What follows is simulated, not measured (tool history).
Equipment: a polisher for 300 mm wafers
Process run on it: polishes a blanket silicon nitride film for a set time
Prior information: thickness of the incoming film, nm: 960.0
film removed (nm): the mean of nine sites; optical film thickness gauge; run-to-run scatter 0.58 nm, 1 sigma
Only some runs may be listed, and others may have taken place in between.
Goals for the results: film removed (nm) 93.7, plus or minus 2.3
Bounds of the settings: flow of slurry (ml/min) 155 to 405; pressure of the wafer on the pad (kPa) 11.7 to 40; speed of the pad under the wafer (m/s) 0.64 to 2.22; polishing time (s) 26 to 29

run	hour	flow of slurry (ml/min)	pressure of the wafer on the pad (kPa)	speed of the pad under the wafer (m/s)	polishing time (s)	film removed (nm)
1	0	260	25.5	1.42	29	72.28
2	7	260	22.8	1.42	29	65.024
3	13.3	265	24.1	1.42	29	68.163
4	18.2	265	25.5	1.42	29	73.319
5	27.1	265	31	1.42	29	88.223
6	33.9	270	31	1.42	29	88.416
7	37.4	275	31.7	1.42	29	90.042
8	39.2	275	31.7	1.42	29	90.703

Exactly one of the 4 candidate moves below puts every result within its allowed miss. Which one?
A	41	275	31.7	1.4	28	?
B	41	285	32.4	1.44	29	?
C	41	260	33.8	1.46	29	?
D	41	245	37.2	1.6	26	?

move	film removed (nm)
A	86.642
B	93.625
C	97.862
D	102.36
A: the biggest miss grows against the last run
B: all results land within tolerance of their targets
C: takes the biggest miss from the last run beyond its target
D: takes the biggest miss from the last run beyond its target
So the answer is move B, the one that meets all the targets.

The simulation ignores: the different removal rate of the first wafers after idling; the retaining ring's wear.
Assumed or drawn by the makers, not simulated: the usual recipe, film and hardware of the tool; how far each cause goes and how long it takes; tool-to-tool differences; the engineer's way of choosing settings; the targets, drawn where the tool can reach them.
